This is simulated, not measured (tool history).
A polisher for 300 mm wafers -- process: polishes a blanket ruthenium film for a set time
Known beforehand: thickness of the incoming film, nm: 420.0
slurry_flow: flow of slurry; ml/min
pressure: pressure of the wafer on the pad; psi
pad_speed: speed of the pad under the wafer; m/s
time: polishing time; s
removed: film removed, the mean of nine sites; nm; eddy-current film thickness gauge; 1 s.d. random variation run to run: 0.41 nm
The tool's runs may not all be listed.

{"run": 1, "hour": 0.0, "slurry_flow": 170, "pressure": 2.4, "pad_speed": 0.86, "time": 56, "removed": 66.293}
{"run": 2, "hour": 8.2, "slurry_flow": 200, "pressure": 2.4, "pad_speed": 0.86, "time": 56, "removed": 70.396}
{"run": 3, "hour": 15.2, "slurry_flow": 200, "pressure": 2.4, "pad_speed": 0.86, "time": 51, "removed": 64.12}
{"run": 4, "hour": 22.7, "slurry_flow": 200, "pressure": 2.1, "pad_speed": 0.86, "time": 51, "removed": 55.067}
{"run": 5, "hour": 27.9, "slurry_flow": 200, "pressure": 2.6, "pad_speed": 0.86, "time": 51, "removed": 68.559}
{"run": 6, "hour": 31.3, "slurry_flow": 190, "pressure": 2.2, "pad_speed": 0.86, "time": 51, "removed": 58.545}
{"run": 7, "hour": 35.0, "slurry_flow": 185, "pressure": 1.6, "pad_speed": 0.84, "time": 51, "removed": 42.113}
{"run": 8, "hour": 41.3, "slurry_flow": 165, "pressure": 1.4, "pad_speed": 0.84, "time": 51, "removed": 35.918}
{"run": 9, "hour": 46.6, "slurry_flow": 165, "pressure": 1.4, "pad_speed": 0.84, "time": 51, "removed": 36.132}
{"run": 10, "hour": 49.7, "slurry_flow": 170, "pressure": 1.4, "pad_speed": 0.84, "time": 51, "removed": 36.217}

For run 11, what comes out?
{"run": 11, "hour": 52.4, "slurry_flow": 175, "pressure": 1.4, "pad_speed": 0.84, "time": 51, "removed": "?"}

{"run 11": {"removed": 36.364}}
